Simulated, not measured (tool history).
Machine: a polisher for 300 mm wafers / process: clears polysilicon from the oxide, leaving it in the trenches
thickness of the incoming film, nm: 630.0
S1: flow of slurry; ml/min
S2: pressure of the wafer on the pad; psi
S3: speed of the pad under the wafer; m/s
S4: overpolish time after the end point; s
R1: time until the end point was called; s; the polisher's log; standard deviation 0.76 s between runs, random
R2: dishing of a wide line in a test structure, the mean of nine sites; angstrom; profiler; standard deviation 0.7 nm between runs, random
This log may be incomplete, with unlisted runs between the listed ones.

| run | hour | S1 | S2 | S3 | S4 | R1 | R2 |
|---|---|---|---|---|---|---|---|
| 1 | 0 | 180 | 2.2 | 0.8 | 9 | 81.927 | 379.04 |
| 2 | 4.8 | 180 | 2.4 | 0.82 | 9 | 74.311 | 388.32 |
| 3 | 12.6 | 180 | 2.4 | 0.9 | 9 | 66.413 | 405.88 |
| 4 | 16.5 | 180 | 2.9 | 0.9 | 9 | 57.193 | 417.84 |
| 5 | 21 | 180 | 3 | 0.92 | 9 | 54.012 | 420.19 |
| 6 | 22 | 150 | 3 | 0.92 | 9 | 57.439 | 416.34 |
| 7 | 22.7 | 155 | 3.1 | 0.92 | 9 | 56.109 | 423.12 |
| 8 | 29.6 | 165 | 3.2 | 0.92 | 9 | 53.071 | 415.44 |

Forecast run 9:
| 9 | 30.3 | 170 | 3.2 | 0.92 | 9 | ? | ? |

{"run 9": {"R1": 53.457, "R2": 424.8}}

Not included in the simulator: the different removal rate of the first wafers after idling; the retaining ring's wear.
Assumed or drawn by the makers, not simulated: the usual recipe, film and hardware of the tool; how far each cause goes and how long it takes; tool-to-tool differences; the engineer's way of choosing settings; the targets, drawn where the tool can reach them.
